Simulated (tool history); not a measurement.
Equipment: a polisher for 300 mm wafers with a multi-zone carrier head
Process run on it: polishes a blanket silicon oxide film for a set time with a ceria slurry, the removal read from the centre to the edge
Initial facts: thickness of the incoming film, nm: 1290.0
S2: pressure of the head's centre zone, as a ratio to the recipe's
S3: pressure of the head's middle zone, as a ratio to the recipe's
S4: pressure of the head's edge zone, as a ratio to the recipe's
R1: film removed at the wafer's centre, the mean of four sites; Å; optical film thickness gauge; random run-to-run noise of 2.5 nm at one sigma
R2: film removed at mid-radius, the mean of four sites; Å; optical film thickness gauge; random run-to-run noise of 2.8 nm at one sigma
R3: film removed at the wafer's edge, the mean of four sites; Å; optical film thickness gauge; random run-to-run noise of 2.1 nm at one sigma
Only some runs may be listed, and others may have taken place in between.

run 1 day=0.000 | flow_of_slurry_(ml/min)=160 S2=1.00 S3=1.00 S4=1.00 polishing_time_(s)=81 | R1=3252.7 R2=3169.5 R3=3205.4
run 2 day=0.088 | flow_of_slurry_(ml/min)=160 S2=1.00 S3=1.00 S4=1.00 polishing_time_(s)=69 | R1=2768.1 R2=2761.5 R3=2681.3
run 3 day=0.408 | flow_of_slurry_(ml/min)=160 S2=1.02 S3=0.98 S4=1.00 polishing_time_(s)=69 | R1=2822.8 R2=2635.7 R3=2693.0
run 4 day=0.617 | flow_of_slurry_(ml/min)=160 S2=1.10 S3=0.98 S4=1.00 polishing_time_(s)=69 | R1=3052.3 R2=2719.2 R3=2693.1
run 5 day=0.817 | flow_of_slurry_(ml/min)=160 S2=1.11 S3=0.96 S4=1.00 polishing_time_(s)=69 | R1=3082.7 R2=2674.1 R3=2726.2
run 6 day=1.108 | flow_of_slurry_(ml/min)=160 S2=1.12 S3=0.95 S4=0.99 polishing_time_(s)=69 | R1=3120.7 R2=2673.8 R3=2690.6

The next listed run, before its measurement:
run 7 day=1.229 | flow_of_slurry_(ml/min)=160 S2=1.12 S3=0.94 S4=0.99 polishing_time_(s)=69 | R1=? R2=? R3=?

R1: 3086.7 Å
R2: 2584.6 Å
R3: 2740.7 Å
